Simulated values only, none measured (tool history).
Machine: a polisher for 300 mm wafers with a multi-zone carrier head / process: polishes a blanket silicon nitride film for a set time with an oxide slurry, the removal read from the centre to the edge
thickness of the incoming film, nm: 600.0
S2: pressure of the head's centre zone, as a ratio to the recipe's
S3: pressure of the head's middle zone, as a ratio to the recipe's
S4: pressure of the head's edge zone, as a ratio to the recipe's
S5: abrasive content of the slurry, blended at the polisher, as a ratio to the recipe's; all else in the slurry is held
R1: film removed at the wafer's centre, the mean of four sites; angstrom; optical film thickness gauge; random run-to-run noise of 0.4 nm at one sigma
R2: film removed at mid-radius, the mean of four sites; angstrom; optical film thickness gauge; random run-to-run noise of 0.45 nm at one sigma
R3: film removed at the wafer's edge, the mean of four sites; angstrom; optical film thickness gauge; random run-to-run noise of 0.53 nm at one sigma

{"run": 1, "hour": 0.0, "flow of slurry (ml/min)": 310, "S2": 1.0, "S3": 1.0, "S4": 1.0, "S5": 1.0, "polishing time (s)": 62, "R1": 514.74, "R2": 503.07, "R3": 514.73}
{"run": 2, "hour": 6.1, "flow of slurry (ml/min)": 310, "S2": 1.0, "S3": 1.0, "S4": 1.0, "S5": 1.0, "polishing time (s)": 52, "R1": 442.99, "R2": 433.15, "R3": 436.25}
{"run": 3, "hour": 11.3, "flow of slurry (ml/min)": 310, "S2": 1.0, "S3": 1.0, "S4": 1.0, "S5": 1.1, "polishing time (s)": 52, "R1": 451.68, "R2": 443.21, "R3": 448.0}
{"run": 4, "hour": 13.0, "flow of slurry (ml/min)": 310, "S2": 1.0, "S3": 1.0, "S4": 0.97, "S5": 1.05, "polishing time (s)": 52, "R1": 444.97, "R2": 436.65, "R3": 435.05}
{"run": 5, "hour": 21.3, "flow of slurry (ml/min)": 310, "S2": 1.0, "S3": 1.0, "S4": 0.94, "S5": 1.05, "polishing time (s)": 52, "R1": 439.72, "R2": 437.86, "R3": 422.35}
{"run": 6, "hour": 28.6, "flow of slurry (ml/min)": 310, "S2": 1.0, "S3": 1.0, "S4": 0.91, "S5": 1.05, "polishing time (s)": 52, "R1": 441.62, "R2": 432.55, "R3": 431.36}
{"run": 7, "hour": 37.5, "flow of slurry (ml/min)": 310, "S2": 1.01, "S3": 1.02, "S4": 0.9, "S5": 1.0, "polishing time (s)": 52, "R1": 434.67, "R2": 443.66, "R3": 410.31}

Run 8, settings as shown, results not yet in. Your forecast:
{"run": 8, "hour": 38.0, "flow of slurry (ml/min)": 310, "S2": 1.01, "S3": 1.01, "S4": 0.89, "S5": 1.0, "polishing time (s)": 52, "R1": "?", "R2": "?", "R3": "?"}

R1: 440.98 angstrom
R2: 436.76 angstrom
R3: 407.80 angstrom

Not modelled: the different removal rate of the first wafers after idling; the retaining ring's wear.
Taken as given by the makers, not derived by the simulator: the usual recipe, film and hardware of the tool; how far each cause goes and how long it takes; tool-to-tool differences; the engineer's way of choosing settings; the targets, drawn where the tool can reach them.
